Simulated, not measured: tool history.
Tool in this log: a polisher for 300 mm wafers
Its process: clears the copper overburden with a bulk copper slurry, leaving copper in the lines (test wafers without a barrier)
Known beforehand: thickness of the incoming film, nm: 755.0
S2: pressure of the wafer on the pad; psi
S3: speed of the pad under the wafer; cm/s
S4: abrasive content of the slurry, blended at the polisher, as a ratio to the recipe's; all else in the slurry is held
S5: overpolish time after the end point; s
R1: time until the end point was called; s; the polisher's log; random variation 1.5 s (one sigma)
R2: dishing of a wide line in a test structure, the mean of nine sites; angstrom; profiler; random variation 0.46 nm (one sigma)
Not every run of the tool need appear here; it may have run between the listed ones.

run 1 hour=0 | flow_of_slurry_(ml/min)=190 S2=2.2 S3=88 S4=1 S5=27 | R1=143.63 R2=324.04
run 2 hour=4.7 | flow_of_slurry_(ml/min)=190 S2=2.2 S3=76 S4=1 S5=27 | R1=161.19 R2=317.28
run 3 hour=13 | flow_of_slurry_(ml/min)=190 S2=2 S3=76 S4=1 S5=27 | R1=182.53 R2=300.93
run 4 hour=20.6 | flow_of_slurry_(ml/min)=190 S2=2.3 S3=76 S4=1 S5=27 | R1=156.24 R2=303.64
run 5 hour=21.4 | flow_of_slurry_(ml/min)=210 S2=2.5 S3=66 S4=1.05 S5=21 | R1=159.94 R2=295.53
run 6 hour=25.2 | flow_of_slurry_(ml/min)=210 S2=2.3 S3=66 S4=1.05 S5=21 | R1=174.18 R2=301.53
run 7 hour=26.6 | flow_of_slurry_(ml/min)=180 S2=2.7 S3=58 S4=0.9 S5=17 | R1=184.89 R2=269.02
run 8 hour=34 | flow_of_slurry_(ml/min)=160 S2=2.9 S3=62 S4=0.8 S5=14 | R1=173.84 R2=262.02
run 9 hour=40.8 | flow_of_slurry_(ml/min)=145 S2=3.1 S3=64 S4=0.7 S5=12 | R1=169.37 R2=248.71

For run 10, what comes out?
-- hour=44.1 slurry nozzle cleaned
run 10 hour=44.1 | flow_of_slurry_(ml/min)=135 S2=3.2 S3=66 S4=0.65 S5=11 | R1=? R2=?

R1: 147.44 s
R2: 252.7 angstrom
